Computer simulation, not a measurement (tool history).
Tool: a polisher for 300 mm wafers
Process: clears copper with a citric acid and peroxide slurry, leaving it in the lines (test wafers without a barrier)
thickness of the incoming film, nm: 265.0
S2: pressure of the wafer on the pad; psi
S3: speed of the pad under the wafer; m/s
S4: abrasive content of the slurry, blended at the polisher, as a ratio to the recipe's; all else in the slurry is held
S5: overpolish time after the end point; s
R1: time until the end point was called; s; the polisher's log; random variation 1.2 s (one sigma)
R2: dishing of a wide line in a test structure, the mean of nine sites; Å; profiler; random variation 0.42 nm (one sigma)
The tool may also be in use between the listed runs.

Run 1, hour 0: flow of slurry (ml/min) 285, S2 3.4 psi, S3 1.08 m/s, S4 1, S5 21 s. Result: R1 94.74 s, R2 287.56 Å.
Run 2, hour 5.1: flow of slurry (ml/min) 285, S2 3.4 psi, S3 1.08 m/s, S4 1, S5 13 s. Result: R1 94.404 s, R2 204.59 Å.
Run 3, hour 9.7: flow of slurry (ml/min) 285, S2 3.4 psi, S3 1.08 m/s, S4 1.1, S5 13 s. Result: R1 92.819 s, R2 209.42 Å.
Run 4, hour 12: flow of slurry (ml/min) 285, S2 3.4 psi, S3 0.94 m/s, S4 1.1, S5 13 s. Result: R1 100.63 s, R2 191.32 Å.
Run 5, hour 17.5: flow of slurry (ml/min) 280, S2 3.3 psi, S3 0.94 m/s, S4 1.1, S5 15 s. Result: R1 105.81 s, R2 209.67 Å.
Run 6, hour 26.4: flow of slurry (ml/min) 230, S2 3.3 psi, S3 0.94 m/s, S4 1.1, S5 15 s. Result: R1 107.12 s, R2 210.87 Å.
Run 7, hour 31.1: flow of slurry (ml/min) 230, S2 3.2 psi, S3 0.94 m/s, S4 1.1, S5 16 s. Result: R1 108.17 s, R2 211.23 Å.
Run 8, hour 35.5: flow of slurry (ml/min) 230, S2 3.1 psi, S3 0.94 m/s, S4 1.1, S5 17 s. Result: R1 113.15 s, R2 218.4 Å.
Run 9, hour 41.9: flow of slurry (ml/min) 230, S2 3 psi, S3 0.94 m/s, S4 1.1, S5 18 s. Result: R1 117.21 s, R2 224.23 Å.
Run 10, hour 42.6: flow of slurry (ml/min) 230, S2 3 psi, S3 0.94 m/s, S4 1.1, S5 18 s. Result: R1 118.1 s, R2 222.71 Å.

The next listed run, before its measurement:
Run 11, hour 47.2: flow of slurry (ml/min) 230, S2 2.9 psi, S3 0.94 m/s, S4 1.1, S5 19 s. Result: R1 ?, R2 ?.

Run 11 gave R1 120.97 s, R2 218.79 Å.

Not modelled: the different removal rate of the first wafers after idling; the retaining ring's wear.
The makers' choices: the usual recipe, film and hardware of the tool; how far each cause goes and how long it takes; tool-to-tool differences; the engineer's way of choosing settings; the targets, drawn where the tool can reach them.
